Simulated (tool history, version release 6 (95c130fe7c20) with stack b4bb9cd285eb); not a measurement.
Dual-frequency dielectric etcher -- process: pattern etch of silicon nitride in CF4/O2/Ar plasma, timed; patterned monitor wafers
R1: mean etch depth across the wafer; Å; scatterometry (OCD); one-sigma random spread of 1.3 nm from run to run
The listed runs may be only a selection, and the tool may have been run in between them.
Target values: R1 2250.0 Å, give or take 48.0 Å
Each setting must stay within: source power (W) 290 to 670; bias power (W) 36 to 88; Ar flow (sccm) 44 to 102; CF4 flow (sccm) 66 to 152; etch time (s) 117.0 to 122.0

{"run": 1, "hour": 0.0, "source power (W)": 480, "bias power (W)": 62, "Ar flow (sccm)": 73, "CF4 flow (sccm)": 109, "etch time (s)": 117.0, "R1": 2525.7}
{"run": 2, "hour": 6.1, "source power (W)": 480, "bias power (W)": 62, "Ar flow (sccm)": 73, "CF4 flow (sccm)": 128, "etch time (s)": 117.0, "R1": 2577.9}
{"run": 3, "hour": 7.9, "source power (W)": 460, "bias power (W)": 62, "Ar flow (sccm)": 73, "CF4 flow (sccm)": 128, "etch time (s)": 117.0, "R1": 2532.4}
{"run": 4, "hour": 13.9, "source power (W)": 460, "bias power (W)": 62, "Ar flow (sccm)": 62, "CF4 flow (sccm)": 128, "etch time (s)": 117.0, "R1": 2543.7}
{"run": 5, "hour": 15.5, "source power (W)": 460, "bias power (W)": 62, "Ar flow (sccm)": 68, "CF4 flow (sccm)": 128, "etch time (s)": 117.0, "R1": 2578.5}
{"run": 6, "hour": 18.3, "source power (W)": 440, "bias power (W)": 62, "Ar flow (sccm)": 68, "CF4 flow (sccm)": 128, "etch time (s)": 117.0, "R1": 2492.4}
{"run": 7, "hour": 25.8, "source power (W)": 420, "bias power (W)": 62, "Ar flow (sccm)": 68, "CF4 flow (sccm)": 128, "etch time (s)": 117.0, "R1": 2405.2}
{"run": 8, "hour": 30.8, "source power (W)": 410, "bias power (W)": 62, "Ar flow (sccm)": 68, "CF4 flow (sccm)": 128, "etch time (s)": 117.0, "R1": 2385.2}
{"run": 9, "hour": 32.8, "source power (W)": 400, "bias power (W)": 62, "Ar flow (sccm)": 68, "CF4 flow (sccm)": 128, "etch time (s)": 117.0, "R1": 2335.0}
{"run": 10, "hour": 37.7, "source power (W)": 390, "bias power (W)": 62, "Ar flow (sccm)": 68, "CF4 flow (sccm)": 128, "etch time (s)": 117.0, "R1": 2298.6}

Of the 4 settings listed for the next run, only one would bring every result within its allowed miss of target. Which one?
{"run": "A", "hour": 42.6, "source power (W)": 370, "bias power (W)": 63, "Ar flow (sccm)": 56, "CF4 flow (sccm)": 120, "etch time (s)": 120.0, "R1": "?"}
{"run": "B", "hour": 42.6, "source power (W)": 360, "bias power (W)": 64, "Ar flow (sccm)": 68, "CF4 flow (sccm)": 117, "etch time (s)": 119.5, "R1": "?"}
{"run": "C", "hour": 42.6, "source power (W)": 410, "bias power (W)": 53, "Ar flow (sccm)": 68, "CF4 flow (sccm)": 143, "etch time (s)": 120.0, "R1": "?"}
{"run": "D", "hour": 42.6, "source power (W)": 410, "bias power (W)": 58, "Ar flow (sccm)": 63, "CF4 flow (sccm)": 120, "etch time (s)": 119.0, "R1": "?"}

move=A R1=2334.1
move=B R1=2249.3
move=C R1=2330.1
move=D R1=2362.6
A: moves away from the targets compared with the last run
B: in spec on every target
C: moves away from the targets compared with the last run
D: moves away from the targets compared with the last run
Move B is the one to make.

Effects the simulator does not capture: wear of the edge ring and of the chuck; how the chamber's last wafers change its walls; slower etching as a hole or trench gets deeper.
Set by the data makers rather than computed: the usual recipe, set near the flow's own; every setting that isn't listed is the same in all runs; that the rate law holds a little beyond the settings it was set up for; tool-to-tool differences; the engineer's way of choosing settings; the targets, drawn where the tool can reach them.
